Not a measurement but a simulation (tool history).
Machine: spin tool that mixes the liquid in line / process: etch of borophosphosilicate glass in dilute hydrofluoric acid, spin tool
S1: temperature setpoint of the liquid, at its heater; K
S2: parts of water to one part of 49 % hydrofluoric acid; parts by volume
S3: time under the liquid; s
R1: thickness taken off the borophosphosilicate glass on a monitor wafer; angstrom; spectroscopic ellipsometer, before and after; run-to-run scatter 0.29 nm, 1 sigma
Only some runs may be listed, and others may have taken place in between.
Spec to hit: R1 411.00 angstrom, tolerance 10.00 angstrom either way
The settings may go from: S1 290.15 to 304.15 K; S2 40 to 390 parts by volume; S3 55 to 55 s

| run | hour | S1 | S2 | S3 | R1 |
|---|---|---|---|---|---|
| 1 | 0.0 | 296.15 | 215 | 55 | 104.87 |
| 2 | 2.3 | 298.15 | 170 | 55 | 149.29 |
| 3 | 5.2 | 298.15 | 170 | 55 | 148.78 |
| 4 | 8.2 | 299.65 | 135 | 55 | 206.86 |
| 5 | 10.0 | 303.15 | 135 | 55 | 232.61 |
| 6 | 16.5 | 303.15 | 185 | 55 | 159.55 |
| 7 | 17.7 | 304.15 | 95 | 55 | 371.92 |
| 8 | 26.6 | 304.15 | 90 | 55 | 388.43 |

4 candidate next runs follow, results not yet known. Just one meets every target within its allowed miss. Identify it.
| A | 35.5 | 303.65 | 90 | 55 | ? |
| B | 35.5 | 303.65 | 85 | 55 | ? |
| C | 35.5 | 303.15 | 80 | 55 | ? |
| D | 35.5 | 301.65 | 75 | 55 | ? |

| move | R1 |
|---|---|
| A | 384.71 |
| B | 410.61 |
| C | 431.58 |
| D | 438.18 |
A: its largest miss is bigger than the last run's
B: each result inside its tolerance
C: carries the result that was furthest off beyond its target, to the other side
D: carries the result that was furthest off beyond its target, to the other side
B meets every target.

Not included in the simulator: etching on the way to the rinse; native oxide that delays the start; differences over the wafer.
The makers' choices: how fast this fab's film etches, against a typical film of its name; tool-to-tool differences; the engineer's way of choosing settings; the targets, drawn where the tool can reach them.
